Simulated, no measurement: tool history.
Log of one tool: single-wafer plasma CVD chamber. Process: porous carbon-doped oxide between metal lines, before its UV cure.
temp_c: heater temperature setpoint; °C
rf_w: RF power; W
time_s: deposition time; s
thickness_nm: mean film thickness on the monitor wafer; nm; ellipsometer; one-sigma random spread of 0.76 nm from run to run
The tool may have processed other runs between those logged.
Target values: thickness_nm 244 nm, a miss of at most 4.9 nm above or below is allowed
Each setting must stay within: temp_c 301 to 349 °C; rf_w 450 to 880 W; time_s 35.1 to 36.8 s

{"run": 1, "day": 0.0, "temp_c": 325, "rf_w": 665, "time_s": 36.8, "thickness_nm": 204.01}
{"run": 2, "day": 0.325, "temp_c": 323, "rf_w": 675, "time_s": 36.8, "thickness_nm": 207.09}
{"run": 3, "day": 0.362, "temp_c": 323, "rf_w": 675, "time_s": 35.1, "thickness_nm": 198.27}
{"run": 4, "day": 0.579, "temp_c": 321, "rf_w": 690, "time_s": 35.2, "thickness_nm": 203.38}
{"run": 5, "day": 0.762, "temp_c": 321, "rf_w": 785, "time_s": 35.2, "thickness_nm": 218.08}
{"run": 6, "day": 0.888, "temp_c": 321, "rf_w": 785, "time_s": 35.1, "thickness_nm": 218.27}
{"run": 7, "day": 1.217, "temp_c": 321, "rf_w": 785, "time_s": 35.1, "thickness_nm": 218.65}
{"run": 8, "day": 1.308, "temp_c": 319, "rf_w": 790, "time_s": 35.1, "thickness_nm": 218.56}
{"run": 9, "day": 1.358, "temp_c": 319, "rf_w": 800, "time_s": 35.3, "thickness_nm": 223.19}
{"run": 10, "day": 1.5, "temp_c": 318, "rf_w": 805, "time_s": 35.3, "thickness_nm": 224.81}
{"run": 11, "day": 1.717, "temp_c": 318, "rf_w": 805, "time_s": 35.3, "thickness_nm": 225.43}
{"run": 12, "day": 1.925, "temp_c": 317, "rf_w": 810, "time_s": 35.3, "thickness_nm": 227.24}
{"run": 13, "day": 2.05, "temp_c": 316, "rf_w": 815, "time_s": 35.3, "thickness_nm": 228.83}
{"run": 14, "day": 2.104, "temp_c": 315, "rf_w": 820, "time_s": 35.3, "thickness_nm": 230.71}
{"run": 15, "day": 2.358, "temp_c": 314, "rf_w": 825, "time_s": 35.3, "thickness_nm": 232.62}
{"run": 16, "day": 2.642, "temp_c": 313, "rf_w": 825, "time_s": 35.3, "thickness_nm": 233.48}
{"run": 17, "day": 2.933, "temp_c": 312, "rf_w": 825, "time_s": 35.3, "thickness_nm": 234.99}
{"run": 18, "day": 3.204, "temp_c": 311, "rf_w": 825, "time_s": 35.3, "thickness_nm": 233.99}
{"run": 19, "day": 3.567, "temp_c": 310, "rf_w": 830, "time_s": 35.3, "thickness_nm": 235.11}
{"run": 20, "day": 3.883, "temp_c": 310, "rf_w": 835, "time_s": 35.3, "thickness_nm": 237.49}

Below are 4 possible settings for the next run. Only one of them brings all results inside the allowed miss of their targets. Which is it?
{"run": "A", "day": 4.2, "temp_c": 317, "rf_w": 865, "time_s": 35.1, "thickness_nm": "?"}
{"run": "B", "day": 4.2, "temp_c": 312, "rf_w": 830, "time_s": 35.1, "thickness_nm": "?"}
{"run": "C", "day": 4.2, "temp_c": 313, "rf_w": 835, "time_s": 36.8, "thickness_nm": "?"}
{"run": "D", "day": 4.2, "temp_c": 309, "rf_w": 805, "time_s": 35.1, "thickness_nm": "?"}

move=A thickness_nm=233.4
move=B thickness_nm=233.5
move=C thickness_nm=244.17
move=D thickness_nm=232.8
A: its largest miss is bigger than the last run's
B: its largest miss is bigger than the last run's
C: every result lands within tolerance
D: its largest miss is bigger than the last run's
Move C is the one to make.

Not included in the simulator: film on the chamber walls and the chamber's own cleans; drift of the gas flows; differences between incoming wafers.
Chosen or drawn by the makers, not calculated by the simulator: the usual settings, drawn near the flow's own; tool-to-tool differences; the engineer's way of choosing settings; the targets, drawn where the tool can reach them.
